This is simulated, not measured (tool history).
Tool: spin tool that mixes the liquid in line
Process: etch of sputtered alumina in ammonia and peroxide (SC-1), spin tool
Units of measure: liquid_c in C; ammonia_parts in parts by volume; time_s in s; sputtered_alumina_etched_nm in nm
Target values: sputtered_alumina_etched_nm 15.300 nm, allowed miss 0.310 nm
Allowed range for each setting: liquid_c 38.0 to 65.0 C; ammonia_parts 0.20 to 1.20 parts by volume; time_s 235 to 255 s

run,hour,liquid_c,ammonia_parts,time_s,sputtered_alumina_etched_nm
1,0.0,49.0,0.75,235,21.982
2,2.9,47.0,0.75,235,19.597
3,9.4,47.0,0.75,235,19.520
4,16.4,46.0,0.75,235,18.422
5,22.9,45.0,0.75,235,17.379
6,23.7,44.5,0.75,235,16.979
7,31.5,44.0,0.75,235,16.500
8,37.4,44.0,0.75,235,16.430
9,39.7,43.5,0.75,235,16.061
10,45.7,43.5,0.75,235,16.061

4 candidate next runs follow, results not yet known. Just one meets every target within its allowed miss. Identify it.
A,51.7,42.0,0.80,245,?
B,51.7,43.5,0.75,255,?
C,51.7,43.5,0.60,240,?
D,51.7,43.5,0.70,245,?

move,sputtered_alumina_etched_nm
A,15.467
B,17.449
C,16.077
D,16.655
A: every result within its allowed miss
B: its largest miss is bigger than the last run's
C: about the same distance from the targets as the last run
D: its largest miss is bigger than the last run's
The right move is A.
